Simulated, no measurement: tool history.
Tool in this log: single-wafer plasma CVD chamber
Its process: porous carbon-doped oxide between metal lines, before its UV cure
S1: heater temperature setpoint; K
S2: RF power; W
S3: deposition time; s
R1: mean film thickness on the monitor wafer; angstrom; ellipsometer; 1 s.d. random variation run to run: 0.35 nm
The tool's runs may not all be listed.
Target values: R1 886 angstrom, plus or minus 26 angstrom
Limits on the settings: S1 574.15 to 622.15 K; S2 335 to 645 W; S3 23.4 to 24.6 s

run 1 hour=0 | S1=598.15 S2=490 S3=24.6 | R1=1119.8
run 2 hour=1 | S1=600.15 S2=470 S3=24.4 | R1=1049.7
run 3 hour=9.7 | S1=603.15 S2=460 S3=24.4 | R1=1012.7
run 4 hour=17.9 | S1=606.15 S2=455 S3=24.4 | R1=983
run 5 hour=26.8 | S1=608.15 S2=450 S3=24.4 | R1=962.27
run 6 hour=30.2 | S1=610.15 S2=445 S3=24.4 | R1=939.57
run 7 hour=33.7 | S1=611.15 S2=445 S3=24.4 | R1=930.71
run 8 hour=35.7 | S1=612.15 S2=445 S3=24.4 | R1=930.04
run 9 hour=39.8 | S1=613.15 S2=445 S3=24.4 | R1=925.1
run 10 hour=44.4 | S1=614.15 S2=445 S3=24.4 | R1=922.7
run 11 hour=45.2 | S1=615.15 S2=445 S3=24.4 | R1=918.24
run 12 hour=46.2 | S1=616.15 S2=445 S3=24.4 | R1=905.94

Which of these 5 next moves meets every target?
run A hour=47.2 | S1=622.15 S2=495 S3=23.4 | R1=?
run B hour=47.2 | S1=612.15 S2=445 S3=24.4 | R1=?
run C hour=47.2 | S1=602.15 S2=410 S3=24.2 | R1=?
run D hour=47.2 | S1=614.15 S2=460 S3=24.3 | R1=?
run E hour=47.2 | S1=620.15 S2=455 S3=24.6 | R1=?

move=A R1=952.41
move=B R1=930.43
move=C R1=880.43
move=D R1=953.5
move=E R1=925.04
A: its largest miss is bigger than the last run's
B: its largest miss is bigger than the last run's
C: in spec on every target
D: its largest miss is bigger than the last run's
E: its largest miss is bigger than the last run's
Go with C: it meets all targets.
